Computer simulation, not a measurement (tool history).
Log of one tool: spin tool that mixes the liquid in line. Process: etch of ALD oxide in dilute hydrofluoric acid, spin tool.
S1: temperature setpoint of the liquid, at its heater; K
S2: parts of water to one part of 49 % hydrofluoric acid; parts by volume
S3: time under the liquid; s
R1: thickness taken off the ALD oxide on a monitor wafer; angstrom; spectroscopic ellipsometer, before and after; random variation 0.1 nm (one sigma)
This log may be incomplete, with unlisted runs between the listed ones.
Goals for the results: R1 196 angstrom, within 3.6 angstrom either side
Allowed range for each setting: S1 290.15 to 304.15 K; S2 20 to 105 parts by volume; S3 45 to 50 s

| run | hour | S1 | S2 | S3 | R1 |
|---|---|---|---|---|---|
| 1 | 0 | 296.15 | 55 | 45 | 76.928 |
| 2 | 5.2 | 296.15 | 45 | 45 | 96.879 |
| 3 | 9.6 | 296.15 | 65 | 45 | 64.911 |
| 4 | 16.8 | 296.15 | 65 | 50 | 71.229 |
| 5 | 17.4 | 297.15 | 60 | 50 | 81.944 |
| 6 | 23.4 | 298.15 | 55 | 50 | 93.007 |
| 7 | 25.9 | 302.15 | 30 | 50 | 209.72 |
| 8 | 26.6 | 302.15 | 30 | 50 | 208.89 |
| 9 | 28.4 | 301.15 | 30 | 50 | 200.03 |

Which single option among these 5 for the next run brings every result within its allowed miss of target? Just one does.
| A | 30.2 | 300.65 | 30 | 50 | ? |
| B | 30.2 | 297.15 | 25 | 50 | ? |
| C | 30.2 | 302.65 | 30 | 50 | ? |
| D | 30.2 | 297.65 | 25 | 50 | ? |
| E | 30.2 | 301.65 | 30 | 50 | ? |

| move | R1 |
|---|---|
| A | 196.98 |
| B | 205.95 |
| C | 213.59 |
| D | 210.31 |
| E | 205.15 |
A: all results land within tolerance of their targets
B: lands further from the targets than the last run did
C: lands further from the targets than the last run did
D: lands further from the targets than the last run did
E: lands further from the targets than the last run did
Correct choice: A, which meets every target

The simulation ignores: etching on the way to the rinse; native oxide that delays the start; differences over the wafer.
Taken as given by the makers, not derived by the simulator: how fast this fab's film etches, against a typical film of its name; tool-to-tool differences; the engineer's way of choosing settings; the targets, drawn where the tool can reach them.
